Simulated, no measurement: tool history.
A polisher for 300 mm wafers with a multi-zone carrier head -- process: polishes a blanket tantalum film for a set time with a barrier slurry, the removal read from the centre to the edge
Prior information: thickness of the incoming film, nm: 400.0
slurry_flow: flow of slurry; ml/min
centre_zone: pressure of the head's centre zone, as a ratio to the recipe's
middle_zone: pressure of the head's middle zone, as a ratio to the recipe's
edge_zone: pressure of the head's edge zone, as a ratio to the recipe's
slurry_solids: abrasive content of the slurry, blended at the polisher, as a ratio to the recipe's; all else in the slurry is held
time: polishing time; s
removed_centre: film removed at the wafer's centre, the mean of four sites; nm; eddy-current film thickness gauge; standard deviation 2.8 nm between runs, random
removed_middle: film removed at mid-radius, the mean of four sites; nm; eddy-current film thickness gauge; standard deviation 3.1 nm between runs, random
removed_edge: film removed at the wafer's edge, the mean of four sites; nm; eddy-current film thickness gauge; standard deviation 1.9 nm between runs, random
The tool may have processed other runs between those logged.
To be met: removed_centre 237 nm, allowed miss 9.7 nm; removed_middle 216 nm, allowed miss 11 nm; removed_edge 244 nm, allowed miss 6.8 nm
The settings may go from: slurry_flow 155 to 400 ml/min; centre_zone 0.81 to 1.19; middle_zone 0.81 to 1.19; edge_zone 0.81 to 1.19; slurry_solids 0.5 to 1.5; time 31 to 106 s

run 1 hour=0 | slurry_flow=255 centre_zone=1 middle_zone=1 edge_zone=1 slurry_solids=1 time=68 | removed_centre=169.98 removed_middle=166.44 removed_edge=163.36
run 2 hour=4.9 | slurry_flow=255 centre_zone=1 middle_zone=1 edge_zone=1 slurry_solids=1.1 time=68 | removed_centre=172.28 removed_middle=169.92 removed_edge=168.16
run 3 hour=11.8 | slurry_flow=255 centre_zone=1.01 middle_zone=0.99 edge_zone=1.02 slurry_solids=1.15 time=70 | removed_centre=188.5 removed_middle=177.51 removed_edge=177.16
run 4 hour=17.5 | slurry_flow=255 centre_zone=0.96 middle_zone=0.99 edge_zone=1.02 slurry_solids=1.15 time=70 | removed_centre=176.33 removed_middle=179.28 removed_edge=176.03
run 5 hour=22.3 | slurry_flow=295 centre_zone=0.96 middle_zone=0.99 edge_zone=1.02 slurry_solids=1.15 time=70 | removed_centre=180.42 removed_middle=179.82 removed_edge=179.08
run 6 hour=23 | slurry_flow=295 centre_zone=1.03 middle_zone=0.99 edge_zone=1.02 slurry_solids=1.15 time=70 | removed_centre=186.01 removed_middle=181.33 removed_edge=180.96
run 7 hour=31.1 | slurry_flow=300 centre_zone=1.03 middle_zone=0.98 edge_zone=1.04 slurry_solids=1.2 time=71 | removed_centre=195.41 removed_middle=185.23 removed_edge=184.99
run 8 hour=34.1 | slurry_flow=305 centre_zone=1.01 middle_zone=0.96 edge_zone=1.06 slurry_solids=1.25 time=73 | removed_centre=202.74 removed_middle=186.87 removed_edge=194.77
run 9 hour=39.2 | slurry_flow=310 centre_zone=1 middle_zone=0.96 edge_zone=1.08 slurry_solids=1.3 time=74 | removed_centre=200.6 removed_middle=195.46 removed_edge=203.45
run 10 hour=42.9 | slurry_flow=310 centre_zone=1.01 middle_zone=0.95 edge_zone=1.09 slurry_solids=1.35 time=75 | removed_centre=212.71 removed_middle=197.76 removed_edge=206.88
run 11 hour=48.1 | slurry_flow=315 centre_zone=1.01 middle_zone=0.94 edge_zone=1.1 slurry_solids=1.35 time=76 | removed_centre=215.01 removed_middle=195.01 removed_edge=213.11
run 12 hour=54.3 | slurry_flow=315 centre_zone=1.01 middle_zone=0.94 edge_zone=1.11 slurry_solids=1.35 time=77 | removed_centre=213.22 removed_middle=199.19 removed_edge=216.15
run 13 hour=59.3 | slurry_flow=315 centre_zone=1.01 middle_zone=0.94 edge_zone=1.12 slurry_solids=1.35 time=78 | removed_centre=222.21 removed_middle=205.94 removed_edge=222.63
run 14 hour=60.5 | slurry_flow=315 centre_zone=1.01 middle_zone=0.94 edge_zone=1.13 slurry_solids=1.35 time=78 | removed_centre=220.27 removed_middle=203.79 removed_edge=219.27
run 15 hour=61.6 | slurry_flow=320 centre_zone=1.01 middle_zone=0.94 edge_zone=1.13 slurry_solids=1.35 time=78 | removed_centre=220.01 removed_middle=200.86 removed_edge=224.45
run 16 hour=62.5 | slurry_flow=325 centre_zone=1.02 middle_zone=0.94 edge_zone=1.14 slurry_solids=1.35 time=78 | removed_centre=223.46 removed_middle=205.42 removed_edge=220.64
run 17 hour=69.5 | slurry_flow=325 centre_zone=1.01 middle_zone=0.93 edge_zone=1.15 slurry_solids=1.45 time=80 | removed_centre=229.13 removed_middle=215.84 removed_edge=231.69
run 18 hour=75.5 | slurry_flow=330 centre_zone=1.01 middle_zone=0.93 edge_zone=1.16 slurry_solids=1.45 time=80 | removed_centre=231.07 removed_middle=214.72 removed_edge=233.73

Next run, 4 choices. One meets every target within its allowed miss, the rest don't. Which?
run A hour=81.5 | slurry_flow=320 centre_zone=1.02 middle_zone=0.94 edge_zone=1.19 slurry_solids=1.3 time=85 | removed_centre=? removed_middle=? removed_edge=?
run B hour=81.5 | slurry_flow=310 centre_zone=1.07 middle_zone=0.91 edge_zone=1.09 slurry_solids=1.3 time=80 | removed_centre=? removed_middle=? removed_edge=?
run C hour=81.5 | slurry_flow=330 centre_zone=0.98 middle_zone=0.98 edge_zone=1.09 slurry_solids=1.45 time=78 | removed_centre=? removed_middle=? removed_edge=?
run D hour=81.5 | slurry_flow=315 centre_zone=1.11 middle_zone=1.01 edge_zone=1.09 slurry_solids=1.5 time=76 | removed_centre=? removed_middle=? removed_edge=?

move=A removed_centre=241.99 removed_middle=226.54 removed_edge=247.24
move=B removed_centre=238.13 removed_middle=207.62 removed_edge=221.96
move=C removed_centre=219.96 removed_middle=220.95 removed_edge=223.27
move=D removed_centre=243.73 removed_middle=220.71 removed_edge=218.43
A: all results in spec
B: moves away from the targets compared with the last run
C: moves away from the targets compared with the last run
D: moves away from the targets compared with the last run
The right move is A.

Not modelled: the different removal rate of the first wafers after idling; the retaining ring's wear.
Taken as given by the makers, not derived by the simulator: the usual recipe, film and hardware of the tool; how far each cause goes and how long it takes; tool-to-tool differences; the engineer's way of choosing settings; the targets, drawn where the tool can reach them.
